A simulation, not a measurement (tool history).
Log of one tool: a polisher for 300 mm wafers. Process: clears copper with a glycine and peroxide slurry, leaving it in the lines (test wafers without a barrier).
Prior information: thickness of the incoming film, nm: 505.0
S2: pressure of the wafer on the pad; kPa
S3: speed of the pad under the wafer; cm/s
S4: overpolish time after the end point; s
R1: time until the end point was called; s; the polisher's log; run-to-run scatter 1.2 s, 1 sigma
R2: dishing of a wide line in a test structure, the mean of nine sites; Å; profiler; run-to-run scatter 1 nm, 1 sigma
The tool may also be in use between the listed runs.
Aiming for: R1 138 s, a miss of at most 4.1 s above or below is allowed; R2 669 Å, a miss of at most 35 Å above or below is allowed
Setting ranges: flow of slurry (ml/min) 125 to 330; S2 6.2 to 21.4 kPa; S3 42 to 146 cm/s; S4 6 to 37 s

run 1 hour=0 | flow_of_slurry_(ml/min)=210 S2=13.8 S3=94 S4=19 | R1=136.25 R2=434.81
run 2 hour=1.6 | flow_of_slurry_(ml/min)=210 S2=15.9 S3=94 S4=19 | R1=123.7 R2=484.02
run 3 hour=9.8 | flow_of_slurry_(ml/min)=260 S2=15.9 S3=94 S4=19 | R1=118.12 R2=484.16
run 4 hour=15.1 | flow_of_slurry_(ml/min)=250 S2=15.9 S3=94 S4=20 | R1=120.62 R2=497.58
run 5 hour=17.4 | flow_of_slurry_(ml/min)=200 S2=15.9 S3=94 S4=20 | R1=121.08 R2=478.76
run 6 hour=19.3 | flow_of_slurry_(ml/min)=200 S2=15.9 S3=94 S4=15 | R1=123.09 R2=392.73
run 7 hour=24.1 | flow_of_slurry_(ml/min)=200 S2=15.9 S3=94 S4=17 | R1=124.41 R2=433.4
run 8 hour=26.2 | flow_of_slurry_(ml/min)=195 S2=15.9 S3=94 S4=19 | R1=122.66 R2=473.99
run 9 hour=30.6 | flow_of_slurry_(ml/min)=195 S2=15.9 S3=94 S4=19 | R1=120.9 R2=468.09
run 10 hour=37.8 | flow_of_slurry_(ml/min)=195 S2=15.2 S3=94 S4=21 | R1=126.78 R2=507.34
run 11 hour=40.3 | flow_of_slurry_(ml/min)=195 S2=15.2 S3=94 S4=22 | R1=128.87 R2=505.25
run 12 hour=49.1 | flow_of_slurry_(ml/min)=195 S2=15.2 S3=94 S4=23 | R1=128.08 R2=534.3
run 13 hour=52.7 | flow_of_slurry_(ml/min)=195 S2=15.2 S3=94 S4=24 | R1=128.07 R2=552.79
run 14 hour=57.7 | flow_of_slurry_(ml/min)=195 S2=15.2 S3=94 S4=25 | R1=127.16 R2=562.56
run 15 hour=65.4 | flow_of_slurry_(ml/min)=195 S2=15.2 S3=94 S4=26 | R1=126.06 R2=605.34
run 16 hour=67.9 | flow_of_slurry_(ml/min)=195 S2=15.2 S3=94 S4=27 | R1=127.77 R2=610.28
run 17 hour=75.5 | flow_of_slurry_(ml/min)=175 S2=13.8 S3=92 S4=32 | R1=142.47 R2=623.36

Exactly one of the 4 candidate moves below puts every result within its allowed miss. Which one?
run A hour=83.1 | flow_of_slurry_(ml/min)=265 S2=13.8 S3=78 S4=37 | R1=? R2=?
run B hour=83.1 | flow_of_slurry_(ml/min)=140 S2=13.8 S3=94 S4=31 | R1=? R2=?
run C hour=83.1 | flow_of_slurry_(ml/min)=135 S2=20.7 S3=60 S4=36 | R1=? R2=?
run D hour=83.1 | flow_of_slurry_(ml/min)=155 S2=13.1 S3=104 S4=36 | R1=? R2=?

move=A R1=152.53 R2=664.34
move=B R1=144.4 R2=606.47
move=C R1=141.71 R2=717.59
move=D R1=138.81 R2=679.64
A: meets the target for the result that was furthest off, but another lies outside its allowed miss
B: further off than the last run
C: takes the biggest miss from the last run beyond its target
D: every result within its allowed miss
The move that meets every target is D.
